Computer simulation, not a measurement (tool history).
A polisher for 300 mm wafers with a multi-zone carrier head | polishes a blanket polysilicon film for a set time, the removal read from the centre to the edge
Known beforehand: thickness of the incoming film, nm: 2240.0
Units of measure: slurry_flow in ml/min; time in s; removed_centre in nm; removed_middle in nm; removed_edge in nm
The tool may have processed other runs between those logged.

run	hour	slurry_flow	centre_zone	middle_zone	edge_zone	time	removed_centre	removed_middle	removed_edge
1	0	230	1	1	1	37	309.45	289.87	298.21
2	8.7	230	1	1	1	43	348.5	328.91	339.33
3	13.5	230	0.92	1	1	43	328.52	340.5	340.16
4	21	230	0.97	1	1	43	348.82	340.27	349.28
5	29.9	230	0.97	0.94	1	43	345.74	315.91	351.98
6	37.4	230	0.97	0.94	1.04	43	345.45	318.27	344.05
7	44.2	230	0.96	0.94	1.03	44	348.72	326.74	353.08
8	45.7	230	0.96	0.94	1.03	44	341.75	326.09	355.55
9	49.1	230	0.96	0.94	1.03	45	364.03	331.5	362.17

For run 10, what comes out?
10	51	230	0.96	0.94	1.03	45	?	?	?

Run 10 yielded removed_centre 356.9 nm, removed_middle 333.17 nm, removed_edge 353.13 nm.
